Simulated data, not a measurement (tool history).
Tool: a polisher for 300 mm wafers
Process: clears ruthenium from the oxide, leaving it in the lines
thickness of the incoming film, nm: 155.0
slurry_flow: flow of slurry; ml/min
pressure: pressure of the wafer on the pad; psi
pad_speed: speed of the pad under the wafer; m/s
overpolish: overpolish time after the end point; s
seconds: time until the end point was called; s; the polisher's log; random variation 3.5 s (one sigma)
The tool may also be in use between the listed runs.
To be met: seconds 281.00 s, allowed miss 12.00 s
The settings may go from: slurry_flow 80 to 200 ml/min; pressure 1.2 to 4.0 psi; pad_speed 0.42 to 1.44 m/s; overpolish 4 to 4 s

run    day  slurry_flow  pressure  pad_speed  overpolish  seconds
  1  0.000          130       2.6       0.92           4   137.93
  2  0.358          130       2.6       1.10           4   117.19
  3  0.533          125       2.2       1.02           4   147.78
  4  0.750          125       2.2       1.02           4   149.08
  5  0.875          125       2.7       1.02           4   124.10
  6  0.938          125       2.7       1.12           4   112.50
  7  1.179          120       2.3       1.04           4   138.34
  8  1.304          120       2.0       0.96           4   172.79
  9  1.454          115       1.8       0.92           4   190.32
 10  1.671          115       1.6       0.88           4   220.90
 11  1.858          115       1.5       0.86           4   238.31

Which of these 4 next moves meets every target?
  A  2.046          110       1.2       0.82           4        ?
  B  2.046          125       1.2       0.74           4        ?
  C  2.046          115       1.2       0.76           4        ?
  D  2.046          135       1.2       0.84           4        ?

move  seconds
   A   297.33
   B   318.82
   C   316.58
   D   277.65
A: takes the result that was furthest off past its target
B: takes the result that was furthest off past its target
C: takes the result that was furthest off past its target
D: meets every target
The right move is D.

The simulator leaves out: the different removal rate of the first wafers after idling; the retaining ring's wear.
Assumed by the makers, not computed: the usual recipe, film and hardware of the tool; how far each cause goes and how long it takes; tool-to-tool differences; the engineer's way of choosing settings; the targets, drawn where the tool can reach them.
